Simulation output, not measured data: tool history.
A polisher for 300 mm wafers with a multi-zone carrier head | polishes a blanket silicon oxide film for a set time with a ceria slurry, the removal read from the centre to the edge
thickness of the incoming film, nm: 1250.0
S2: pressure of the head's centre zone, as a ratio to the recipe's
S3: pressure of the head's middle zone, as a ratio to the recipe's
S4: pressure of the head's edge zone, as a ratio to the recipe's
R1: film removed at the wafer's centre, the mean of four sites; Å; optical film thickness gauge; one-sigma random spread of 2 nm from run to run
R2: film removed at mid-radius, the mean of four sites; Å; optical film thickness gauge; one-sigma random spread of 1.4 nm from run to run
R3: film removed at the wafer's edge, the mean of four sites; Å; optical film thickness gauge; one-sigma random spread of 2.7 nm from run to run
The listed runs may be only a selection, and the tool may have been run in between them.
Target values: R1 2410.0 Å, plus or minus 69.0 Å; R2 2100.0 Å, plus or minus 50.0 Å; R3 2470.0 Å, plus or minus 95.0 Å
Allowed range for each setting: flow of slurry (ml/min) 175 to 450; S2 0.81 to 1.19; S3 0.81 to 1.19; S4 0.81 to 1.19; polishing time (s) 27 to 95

Run 1, hour 0.0: flow of slurry (ml/min) 290, S2 1.00, S3 1.00, S4 1.00, polishing time (s) 61. Result: R1 4029.3 Å, R2 3957.4 Å, R3 4164.0 Å.
Run 2, hour 2.7: flow of slurry (ml/min) 280, S2 0.99, S3 0.95, S4 0.97, polishing time (s) 54. Result: R1 3514.3 Å, R2 3306.3 Å, R3 3485.4 Å.
Run 3, hour 11.7: flow of slurry (ml/min) 265, S2 0.97, S3 0.91, S4 0.98, polishing time (s) 50. Result: R1 3195.9 Å, R2 2951.3 Å, R3 3261.1 Å.
Run 4, hour 17.7: flow of slurry (ml/min) 265, S2 0.91, S3 0.91, S4 0.98, polishing time (s) 50. Result: R1 3002.1 Å, R2 2958.8 Å, R3 3327.8 Å.
Run 5, hour 25.8: flow of slurry (ml/min) 265, S2 0.91, S3 0.91, S4 0.98, polishing time (s) 38. Result: R1 2272.9 Å, R2 2239.0 Å, R3 2520.3 Å.
Run 6, hour 27.2: flow of slurry (ml/min) 265, S2 1.00, S3 0.91, S4 0.98, polishing time (s) 38. Result: R1 2485.4 Å, R2 2217.1 Å, R3 2496.0 Å.
Run 7, hour 28.9: flow of slurry (ml/min) 265, S2 1.00, S3 0.91, S4 0.98, polishing time (s) 38. Result: R1 2490.8 Å, R2 2234.3 Å, R3 2479.1 Å.
Run 8, hour 35.9: flow of slurry (ml/min) 260, S2 0.99, S3 0.90, S4 0.98, polishing time (s) 38. Result: R1 2442.0 Å, R2 2193.9 Å, R3 2481.7 Å.
Run 9, hour 36.9: flow of slurry (ml/min) 250, S2 0.99, S3 0.89, S4 0.98, polishing time (s) 38. Result: R1 2426.5 Å, R2 2193.1 Å, R3 2460.9 Å.
Run 10, hour 39.6: flow of slurry (ml/min) 250, S2 0.99, S3 0.88, S4 0.99, polishing time (s) 38. Result: R1 2446.9 Å, R2 2137.9 Å, R3 2502.5 Å.
Run 11, hour 46.0: flow of slurry (ml/min) 250, S2 0.99, S3 0.88, S4 0.99, polishing time (s) 38. Result: R1 2434.6 Å, R2 2150.2 Å, R3 2469.1 Å.
Run 12, hour 51.1: flow of slurry (ml/min) 245, S2 0.99, S3 0.88, S4 0.99, polishing time (s) 38. Result: R1 2412.3 Å, R2 2135.2 Å, R3 2454.4 Å.

Consider the 5 candidate settings below. Which is the only one whose results all fall within their allowed miss of target?
Run A, hour 56.2: flow of slurry (ml/min) 280, S2 0.93, S3 0.84, S4 0.94, polishing time (s) 40. Result: R1 ?, R2 ?, R3 ?.
Run B, hour 56.2: flow of slurry (ml/min) 225, S2 0.98, S3 0.90, S4 1.06, polishing time (s) 39. Result: R1 ?, R2 ?, R3 ?.
Run C, hour 56.2: flow of slurry (ml/min) 175, S2 1.04, S3 1.01, S4 1.05, polishing time (s) 37. Result: R1 ?, R2 ?, R3 ?.
Run D, hour 56.2: flow of slurry (ml/min) 250, S2 0.99, S3 0.82, S4 0.86, polishing time (s) 40. Result: R1 ?, R2 ?, R3 ?.
Run E, hour 56.2: flow of slurry (ml/min) 220, S2 1.02, S3 0.90, S4 1.04, polishing time (s) 37. Result: R1 ?, R2 ?, R3 ?.

move      R1      R2      R3
   A  2459.1  2238.3  2638.0
   B  2457.1  2250.0  2667.5
   C  2374.5  2263.2  2446.0
   D  2582.1  2166.4  2511.3
   E  2418.9  2127.8  2501.8
A: misses by more than the last run did
B: misses by more than the last run did
C: misses by more than the last run did
D: misses by more than the last run did
E: in spec on every target
E is the move that brings every result within its allowed miss.
